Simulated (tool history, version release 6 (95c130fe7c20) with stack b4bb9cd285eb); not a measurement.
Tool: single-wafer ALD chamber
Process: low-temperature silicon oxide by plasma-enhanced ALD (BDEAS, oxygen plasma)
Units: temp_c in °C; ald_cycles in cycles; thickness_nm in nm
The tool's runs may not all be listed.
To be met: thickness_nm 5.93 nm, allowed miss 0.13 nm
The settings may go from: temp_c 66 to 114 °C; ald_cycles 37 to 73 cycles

| run | hour | temp_c | ald_cycles | thickness_nm |
|---|---|---|---|---|
| 1 | 0 | 90 | 55 | 8.0485 |
| 2 | 1.8 | 90 | 48 | 7.0117 |
| 3 | 5.5 | 90 | 44 | 6.4013 |
| 4 | 13.4 | 94 | 44 | 6.3276 |
| 5 | 14.1 | 96 | 44 | 6.2637 |
| 6 | 22.9 | 97 | 44 | 6.2799 |
| 7 | 29.3 | 98 | 44 | 6.1996 |
| 8 | 31.6 | 99 | 44 | 6.1561 |

Which of these 4 next moves meets every target?
| A | 33.9 | 107 | 45 | ? |
| B | 33.9 | 93 | 44 | ? |
| C | 33.9 | 100 | 44 | ? |
| D | 33.9 | 91 | 41 | ? |

| move | thickness_nm |
|---|---|
| A | 6.1542 |
| B | 6.2665 |
| C | 6.1056 |
| D | 5.8862 |
A: as far off as the last run
B: further off than the last run
C: nearer than the last run, and not there yet
D: meets every target
Answer: D
